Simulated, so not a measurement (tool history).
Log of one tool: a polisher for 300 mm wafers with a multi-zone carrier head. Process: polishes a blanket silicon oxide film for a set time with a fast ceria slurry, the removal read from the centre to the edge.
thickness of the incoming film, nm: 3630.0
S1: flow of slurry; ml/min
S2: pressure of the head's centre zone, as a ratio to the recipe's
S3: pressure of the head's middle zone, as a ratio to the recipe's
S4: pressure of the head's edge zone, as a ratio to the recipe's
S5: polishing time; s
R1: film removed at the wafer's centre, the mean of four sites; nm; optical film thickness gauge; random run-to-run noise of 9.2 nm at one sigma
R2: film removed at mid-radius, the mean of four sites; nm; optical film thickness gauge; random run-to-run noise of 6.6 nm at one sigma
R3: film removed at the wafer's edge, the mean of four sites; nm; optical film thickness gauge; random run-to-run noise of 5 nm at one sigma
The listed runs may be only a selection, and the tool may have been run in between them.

{"run": 1, "hour": 0.0, "S1": 195, "S2": 1, "S3": 1, "S4": 1, "S5": 71, "R1": 1436.1, "R2": 1383, "R3": 1381.2}
{"run": 2, "hour": 3.4, "S1": 190, "S2": 1, "S3": 0.99, "S4": 0.97, "S5": 65, "R1": 1317.7, "R2": 1255.7, "R3": 1261.5}
{"run": 3, "hour": 8.4, "S1": 190, "S2": 1.04, "S3": 0.99, "S4": 0.97, "S5": 65, "R1": 1369.5, "R2": 1249.1, "R3": 1249.4}
{"run": 4, "hour": 14.6, "S1": 185, "S2": 1.03, "S3": 0.99, "S4": 0.95, "S5": 60, "R1": 1242.9, "R2": 1153, "R3": 1137.6}
{"run": 5, "hour": 18.8, "S1": 155, "S2": 1.03, "S3": 0.99, "S4": 0.95, "S5": 60, "R1": 1174.3, "R2": 1105.9, "R3": 1118.4}
{"run": 6, "hour": 21.8, "S1": 155, "S2": 1.03, "S3": 0.98, "S4": 0.93, "S5": 56, "R1": 1112.4, "R2": 1041.3, "R3": 1021.8}
{"run": 7, "hour": 23.4, "S1": 150, "S2": 1.02, "S3": 0.96, "S4": 0.91, "S5": 54, "R1": 1060.2, "R2": 969.84, "R3": 972.8}
{"run": 8, "hour": 31.2, "S1": 160, "S2": 0.96, "S3": 0.94, "S4": 0.82, "S5": 38, "R1": 721.63, "R2": 677.12, "R3": 657.4}
{"run": 9, "hour": 31.9, "S1": 200, "S2": 1.02, "S3": 0.99, "S4": 0.92, "S5": 36, "R1": 742.97, "R2": 685.78, "R3": 685.23}
{"run": 10, "hour": 39.7, "S1": 200, "S2": 1.03, "S3": 1, "S4": 0.94, "S5": 36, "R1": 757.15, "R2": 704.38, "R3": 689.47}

Expected results for the next run?
{"run": 11, "hour": 46.2, "S1": 200, "S2": 1.04, "S3": 1.01, "S4": 0.96, "S5": 36, "R1": "?", "R2": "?", "R3": "?"}

{"run 11": {"R1": 758.87, "R2": 721.21, "R3": 687.5}}
